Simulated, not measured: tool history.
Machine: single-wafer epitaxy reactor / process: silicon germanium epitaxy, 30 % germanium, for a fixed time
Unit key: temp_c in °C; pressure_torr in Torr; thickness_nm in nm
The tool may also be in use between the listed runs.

run 1 hour=0 | temp_c=605 pressure_torr=26.4 | thickness_nm=66.341
run 2 hour=2.1 | temp_c=606 pressure_torr=26.4 | thickness_nm=67.407
run 3 hour=9.8 | temp_c=607 pressure_torr=26.4 | thickness_nm=68.946
run 4 hour=14.3 | temp_c=607 pressure_torr=24.7 | thickness_nm=66.402
run 5 hour=16.9 | temp_c=608 pressure_torr=24.7 | thickness_nm=67.503
run 6 hour=24.6 | temp_c=604 pressure_torr=24.7 | thickness_nm=63.452

The next listed run, before its measurement:
run 7 hour=30.3 | temp_c=606 pressure_torr=24.8 | thickness_nm=?

Run 7 yielded thickness_nm 65.641 nm.

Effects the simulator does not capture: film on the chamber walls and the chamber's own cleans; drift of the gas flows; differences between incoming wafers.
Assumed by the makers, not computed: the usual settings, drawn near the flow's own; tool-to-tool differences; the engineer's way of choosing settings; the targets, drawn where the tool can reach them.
